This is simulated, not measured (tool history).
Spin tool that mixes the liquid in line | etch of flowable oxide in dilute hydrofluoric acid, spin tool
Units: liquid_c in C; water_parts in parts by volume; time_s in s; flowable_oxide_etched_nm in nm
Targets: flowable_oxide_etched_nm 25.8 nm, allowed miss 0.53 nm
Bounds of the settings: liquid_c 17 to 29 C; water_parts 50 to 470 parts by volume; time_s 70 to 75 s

Run 1, hour 0: liquid_c 21 C, water_parts 260 parts by volume, time_s 70 s. Result: flowable_oxide_etched_nm 12.033 nm.
Run 2, hour 0.9: liquid_c 22 C, water_parts 245 parts by volume, time_s 70 s. Result: flowable_oxide_etched_nm 13.422 nm.
Run 3, hour 3.5: liquid_c 22 C, water_parts 325 parts by volume, time_s 70 s. Result: flowable_oxide_etched_nm 9.3204 nm.
Run 4, hour 7.3: liquid_c 22 C, water_parts 265 parts by volume, time_s 70 s. Result: flowable_oxide_etched_nm 12.143 nm.
Run 5, hour 13.5: liquid_c 22 C, water_parts 180 parts by volume, time_s 70 s. Result: flowable_oxide_etched_nm 19.44 nm.
Run 6, hour 16.9: liquid_c 20.5 C, water_parts 180 parts by volume, time_s 70 s. Result: flowable_oxide_etched_nm 18.331 nm.
Run 7, hour 23.9: liquid_c 21.5 C, water_parts 180 parts by volume, time_s 70 s. Result: flowable_oxide_etched_nm 19.05 nm.
Run 8, hour 24.8: liquid_c 22.5 C, water_parts 180 parts by volume, time_s 70 s. Result: flowable_oxide_etched_nm 19.939 nm.
Run 9, hour 28.6: liquid_c 23 C, water_parts 180 parts by volume, time_s 70 s. Result: flowable_oxide_etched_nm 20.037 nm.
Run 10, hour 35: liquid_c 24 C, water_parts 180 parts by volume, time_s 70 s. Result: flowable_oxide_etched_nm 20.997 nm.
Run 11, hour 42.5: liquid_c 28 C, water_parts 180 parts by volume, time_s 70 s. Result: flowable_oxide_etched_nm 24.222 nm.

Which of these 4 next moves meets every target?
Run A, hour 50: liquid_c 28.5 C, water_parts 175 parts by volume, time_s 70 s. Result: flowable_oxide_etched_nm ?.
Run B, hour 50: liquid_c 29 C, water_parts 210 parts by volume, time_s 75 s. Result: flowable_oxide_etched_nm ?.
Run C, hour 50: liquid_c 28 C, water_parts 190 parts by volume, time_s 75 s. Result: flowable_oxide_etched_nm ?.
Run D, hour 50: liquid_c 26 C, water_parts 195 parts by volume, time_s 75 s. Result: flowable_oxide_etched_nm ?.

move  flowable_oxide_etched_nm
   A                    25.828
   B                    22.501
   C                    24.588
   D                    22.166
A: meets every target
B: further off than the last run
C: nearer than the last run, and not there yet
D: further off than the last run
Answer: A
